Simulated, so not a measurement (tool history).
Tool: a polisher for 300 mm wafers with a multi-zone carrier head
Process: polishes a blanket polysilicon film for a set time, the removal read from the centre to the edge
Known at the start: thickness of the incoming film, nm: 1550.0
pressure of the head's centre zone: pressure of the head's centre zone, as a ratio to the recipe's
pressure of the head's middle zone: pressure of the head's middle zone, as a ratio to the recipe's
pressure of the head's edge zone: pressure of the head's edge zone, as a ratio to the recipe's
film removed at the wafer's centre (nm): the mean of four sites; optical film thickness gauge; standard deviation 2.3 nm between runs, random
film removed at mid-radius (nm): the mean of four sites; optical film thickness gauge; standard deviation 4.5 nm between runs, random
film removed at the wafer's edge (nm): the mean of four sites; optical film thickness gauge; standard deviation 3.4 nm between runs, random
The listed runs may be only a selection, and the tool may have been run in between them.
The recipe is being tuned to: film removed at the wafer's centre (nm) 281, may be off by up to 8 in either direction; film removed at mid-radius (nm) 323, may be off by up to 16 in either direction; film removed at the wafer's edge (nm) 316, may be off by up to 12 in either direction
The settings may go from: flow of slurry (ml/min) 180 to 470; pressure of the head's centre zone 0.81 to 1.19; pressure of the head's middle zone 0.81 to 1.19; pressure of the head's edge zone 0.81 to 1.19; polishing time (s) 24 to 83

run	hour	flow of slurry (ml/min)	pressure of the head's centre zone	pressure of the head's middle zone	pressure of the head's edge zone	polishing time (s)	film removed at the wafer's centre (nm)	film removed at mid-radius (nm)	film removed at the wafer's edge (nm)
1	0	300	1	1	1	53	445.32	446.29	423.58
2	8.1	300	1	1	1	42	352.68	344.39	344.55
3	10.1	300	1	1	1.06	42	356.37	352	348.24
4	18	300	1.06	1	1.06	42	369.27	347.9	350.15
5	21.9	300	1.06	1	0.99	42	378.38	360.44	340.56
6	25	300	0.98	1	0.99	42	345.92	350.52	338.26
7	33.2	295	0.93	1	0.98	41	320.42	336.65	331.16
8	39.6	285	0.9	1	0.97	41	310.28	347.59	319.4
9	47.4	275	0.82	0.91	1.05	39	265.26	302.17	324.11
10	53.5	280	0.83	0.93	1.04	39	270.05	301.5	323.76
11	56.1	280	0.84	0.95	1.03	39	271.07	308.73	314.5

Consider the 5 candidate settings below. Which is the only one whose results all fall within their allowed miss of target?
A	58.7	280	0.84	0.86	1.06	37	?	?	?
B	58.7	270	0.88	0.89	1.04	38	?	?	?
C	58.7	310	0.81	0.94	1.03	38	?	?	?
D	58.7	270	0.85	0.81	1.04	40	?	?	?
E	58.7	290	0.87	0.99	1	39	?	?	?

move	film removed at the wafer's centre (nm)	film removed at mid-radius (nm)	film removed at the wafer's edge (nm)
A	258.18	274.47	309.79
B	276.64	288.68	314.49
C	258.91	306.93	316.73
D	281.03	281.29	331.39
E	283.45	326.58	319.2
A: lands further from the targets than the last run did
B: puts the biggest miss on target and leaves a different result outside tolerance
C: lands further from the targets than the last run did
D: puts the biggest miss on target and leaves a different result outside tolerance
E: all results in spec
Go with E: it meets all targets.
